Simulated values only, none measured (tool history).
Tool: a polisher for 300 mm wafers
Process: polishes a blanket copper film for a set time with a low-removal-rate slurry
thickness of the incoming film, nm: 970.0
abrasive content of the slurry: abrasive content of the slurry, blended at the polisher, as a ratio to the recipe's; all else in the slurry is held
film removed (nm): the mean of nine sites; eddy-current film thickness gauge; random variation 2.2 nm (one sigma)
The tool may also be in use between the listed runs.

run,day,flow of slurry (ml/min),pressure of the wafer on the pad (kPa),speed of the pad under the wafer (cm/s),abrasive content of the slurry,polishing time (s),film removed (nm)
1,0,305,20.7,120,1,27,106.04
2,0.1,305,20.7,120,1.15,27,109.95
3,0.171,305,22.8,122,1.15,27,119.57
4,0.392,305,24.8,124,1.15,27,129.46
5,0.646,305,20,124,1.15,27,110.46
6,0.746,305,22.8,126,1.15,27,123.9
7,0.971,305,24.8,128,1.15,27,132.19

The next listed run, before its measurement:
# day 1.121: worn pad replaced by a new one
8,1.121,305,26.2,130,1.15,27,?

Run 8 gave film removed (nm) 148.61.

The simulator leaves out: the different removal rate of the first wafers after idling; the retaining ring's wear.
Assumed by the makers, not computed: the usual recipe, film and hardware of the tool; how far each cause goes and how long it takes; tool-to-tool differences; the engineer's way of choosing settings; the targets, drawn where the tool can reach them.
